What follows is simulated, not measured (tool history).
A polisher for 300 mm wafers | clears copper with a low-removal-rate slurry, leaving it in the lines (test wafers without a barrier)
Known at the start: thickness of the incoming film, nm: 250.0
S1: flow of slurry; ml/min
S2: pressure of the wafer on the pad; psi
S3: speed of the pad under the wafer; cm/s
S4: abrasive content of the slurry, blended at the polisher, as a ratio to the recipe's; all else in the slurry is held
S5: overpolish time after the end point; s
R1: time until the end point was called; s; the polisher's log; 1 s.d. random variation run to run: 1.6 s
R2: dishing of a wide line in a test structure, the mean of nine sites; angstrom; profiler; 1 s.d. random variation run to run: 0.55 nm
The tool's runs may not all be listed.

run 1 hour=0 | S1=255 S2=2.4 S3=100 S4=1 S5=25 | R1=85.021 R2=416.63
run 2 hour=8.2 | S1=255 S2=2 S3=100 S4=1 S5=25 | R1=101.8 R2=347.22
run 3 hour=8.8 | S1=255 S2=2 S3=120 S4=1 S5=25 | R1=90.553 R2=405.09
run 4 hour=11 | S1=255 S2=1.9 S3=120 S4=1 S5=24 | R1=92.446 R2=369.59
run 5 hour=12.1 | S1=255 S2=1.8 S3=120 S4=1 S5=24 | R1=98.98 R2=355.37
run 6 hour=19.9 | S1=190 S2=1.8 S3=120 S4=1 S5=24 | R1=101.05 R2=339.25
run 7 hour=23.9 | S1=190 S2=1.8 S3=120 S4=1 S5=24 | R1=102.52 R2=344.2

What does the tool deliver on the next run?
run 8 hour=25.9 | S1=190 S2=1.8 S3=120 S4=1 S5=23 | R1=? R2=?

Logged for run 8: R1 98.823 s, R2 322.96 angstrom.

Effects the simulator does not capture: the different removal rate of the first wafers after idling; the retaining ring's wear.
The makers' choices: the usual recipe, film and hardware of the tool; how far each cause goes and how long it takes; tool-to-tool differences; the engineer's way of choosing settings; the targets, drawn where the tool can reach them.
